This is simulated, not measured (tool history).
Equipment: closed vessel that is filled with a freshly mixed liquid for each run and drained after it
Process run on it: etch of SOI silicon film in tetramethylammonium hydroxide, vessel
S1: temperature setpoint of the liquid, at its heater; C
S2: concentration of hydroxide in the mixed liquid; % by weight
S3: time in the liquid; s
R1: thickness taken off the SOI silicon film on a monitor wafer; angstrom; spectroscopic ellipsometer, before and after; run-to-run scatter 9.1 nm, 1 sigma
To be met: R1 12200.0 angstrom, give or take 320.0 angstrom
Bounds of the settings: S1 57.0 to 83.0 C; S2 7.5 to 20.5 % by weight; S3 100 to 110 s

Run 1, hour 0.0: S1 70.0 C, S2 14.0 % by weight, S3 100 s. Result: R1 6120.5 angstrom.
Run 2, hour 2.6: S1 72.0 C, S2 14.0 % by weight, S3 100 s. Result: R1 6782.0 angstrom.
Run 3, hour 3.4: S1 74.0 C, S2 14.0 % by weight, S3 100 s. Result: R1 7679.6 angstrom.
Run 4, hour 9.9: S1 75.5 C, S2 14.0 % by weight, S3 100 s. Result: R1 8260.0 angstrom.
Run 5, hour 15.2: S1 75.5 C, S2 15.5 % by weight, S3 100 s. Result: R1 7975.6 angstrom.
At hour 19.0: hydroxide flow meter replaced.
Run 6, hour 19.0: S1 77.0 C, S2 15.5 % by weight, S3 100 s. Result: R1 8341.1 angstrom.
Run 7, hour 23.5: S1 78.0 C, S2 15.0 % by weight, S3 100 s. Result: R1 8781.1 angstrom.
Run 8, hour 28.2: S1 79.0 C, S2 14.5 % by weight, S3 100 s. Result: R1 9424.6 angstrom.
Run 9, hour 32.8: S1 79.5 C, S2 14.0 % by weight, S3 100 s. Result: R1 10095.0 angstrom.
Run 10, hour 34.6: S1 80.0 C, S2 14.0 % by weight, S3 100 s. Result: R1 10391.0 angstrom.
Run 11, hour 40.1: S1 80.0 C, S2 14.0 % by weight, S3 100 s. Result: R1 10272.0 angstrom.

Pick the move, out of 4, that brings all results within their allowed miss; only one does.
Run A, hour 45.6: S1 82.0 C, S2 13.5 % by weight, S3 105 s. Result: R1 ?.
Run B, hour 45.6: S1 83.0 C, S2 14.0 % by weight, S3 110 s. Result: R1 ?.
Run C, hour 45.6: S1 78.5 C, S2 13.5 % by weight, S3 105 s. Result: R1 ?.
Run D, hour 45.6: S1 81.5 C, S2 13.0 % by weight, S3 110 s. Result: R1 ?.

move       R1
   A  12311.0
   B  13379.0
   C  10143.0
   D  12772.0
A: all results land within tolerance of their targets
B: the result that was furthest off in the last run now lies on the other side of its target
C: its largest miss is bigger than the last run's
D: the result that was furthest off in the last run now lies on the other side of its target
A is the move that brings every result within its allowed miss.

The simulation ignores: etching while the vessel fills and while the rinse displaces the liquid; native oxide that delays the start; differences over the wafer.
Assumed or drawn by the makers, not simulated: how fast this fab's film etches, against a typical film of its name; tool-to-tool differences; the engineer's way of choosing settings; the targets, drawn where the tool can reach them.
